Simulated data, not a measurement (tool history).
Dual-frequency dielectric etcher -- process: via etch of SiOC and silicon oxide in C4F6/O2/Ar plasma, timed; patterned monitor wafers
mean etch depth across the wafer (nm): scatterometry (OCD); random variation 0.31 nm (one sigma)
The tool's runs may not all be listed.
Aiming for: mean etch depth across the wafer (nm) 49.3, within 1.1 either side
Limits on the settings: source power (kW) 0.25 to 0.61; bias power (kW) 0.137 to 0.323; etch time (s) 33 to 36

run	day	source power (kW)	bias power (kW)	etch time (s)	mean etch depth across the wafer (nm)
1	0	0.43	0.23	36	41.094
2	0.242	0.43	0.23	33	37.402
3	0.529	0.39	0.23	33	35.357
4	0.896	0.45	0.234	33	38.336
5	1.042	0.49	0.251	33.5	41.189
6	1.212	0.52	0.264	34	43.641
7	1.267	0.54	0.272	34	44.462
8	1.517	0.56	0.281	34.5	47.169
9	1.642	0.57	0.282	34.5	46.697

Pick the move, out of 4, that brings all results within their allowed miss; only one does.
A	1.767	0.56	0.251	34.5	?
B	1.767	0.57	0.297	33.5	?
C	1.767	0.61	0.273	35.5	?
D	1.767	0.61	0.226	33	?

move	mean etch depth across the wafer (nm)
A	44.894
B	46.526
C	49.241
D	42.956
A: the biggest miss grows against the last run
B: the biggest miss grows against the last run
C: all results in spec
D: the biggest miss grows against the last run
Move C is the one to make.

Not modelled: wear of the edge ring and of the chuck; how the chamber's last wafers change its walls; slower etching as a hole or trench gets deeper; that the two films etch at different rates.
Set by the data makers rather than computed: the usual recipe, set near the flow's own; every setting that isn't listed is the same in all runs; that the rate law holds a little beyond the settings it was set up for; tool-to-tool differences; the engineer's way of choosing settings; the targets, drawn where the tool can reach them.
